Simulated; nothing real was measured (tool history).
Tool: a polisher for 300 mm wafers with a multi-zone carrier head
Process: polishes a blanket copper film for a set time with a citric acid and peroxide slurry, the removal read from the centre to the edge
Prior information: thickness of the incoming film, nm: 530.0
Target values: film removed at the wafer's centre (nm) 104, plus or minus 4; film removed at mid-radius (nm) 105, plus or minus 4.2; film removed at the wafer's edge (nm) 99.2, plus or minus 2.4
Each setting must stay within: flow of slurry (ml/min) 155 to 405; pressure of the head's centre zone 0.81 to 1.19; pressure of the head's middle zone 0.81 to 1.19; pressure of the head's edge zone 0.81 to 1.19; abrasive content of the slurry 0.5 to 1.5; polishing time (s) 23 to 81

run,hour,flow of slurry (ml/min),pressure of the head's centre zone,pressure of the head's middle zone,pressure of the head's edge zone,abrasive content of the slurry,polishing time (s),film removed at the wafer's centre (nm),film removed at mid-radius (nm),film removed at the wafer's edge (nm)
1,0,260,1,1,1,1,52,140.2,143.72,141.54
2,4.1,255,1,0.99,0.95,0.85,49,128.43,131.06,126.06
3,8.5,255,1,0.99,0.95,0.85,55,145.52,148.99,141.18
4,9.7,255,1,0.99,0.95,0.95,55,148.53,152.08,145.53
5,12.5,255,0.95,0.99,0.95,0.95,55,141.56,150.16,143.26
6,18.6,250,0.95,0.96,0.91,0.8,51,123.69,131.03,126.44
7,20.4,250,0.97,0.95,0.88,0.7,48,118.9,117.36,115.04
8,22.9,245,0.96,0.96,0.86,0.65,47,110.71,114.02,110.78
9,23.6,245,0.97,0.97,0.84,0.6,46,109.29,113.13,105.31
10,28.2,235,0.97,0.96,0.83,0.55,46,108.47,106.6,103.19
11,31.6,220,0.95,0.99,0.81,0.5,45,99.395,104.28,97.063

Of the 4 settings listed for the next run, only one would bring every result within its allowed miss of target. Which one?
A,35,195,0.91,0.95,0.82,0.55,46,?,?,?
B,35,175,0.99,0.97,0.82,0.5,47,?,?,?
C,35,205,0.9,0.92,0.84,0.5,46,?,?,?
D,35,175,1.09,0.92,0.81,0.5,47,?,?,?

move,film removed at the wafer's centre (nm),film removed at mid-radius (nm),film removed at the wafer's edge (nm)
A,96.843,104.22,99.878
B,103.73,104.52,98.936
C,94.983,100.57,99.88
D,114.25,99.943,98.473
A: misses by more than the last run did
B: in spec on every target
C: misses by more than the last run did
D: carries the result that was furthest off beyond its target, to the other side
B is the move that brings every result within its allowed miss.

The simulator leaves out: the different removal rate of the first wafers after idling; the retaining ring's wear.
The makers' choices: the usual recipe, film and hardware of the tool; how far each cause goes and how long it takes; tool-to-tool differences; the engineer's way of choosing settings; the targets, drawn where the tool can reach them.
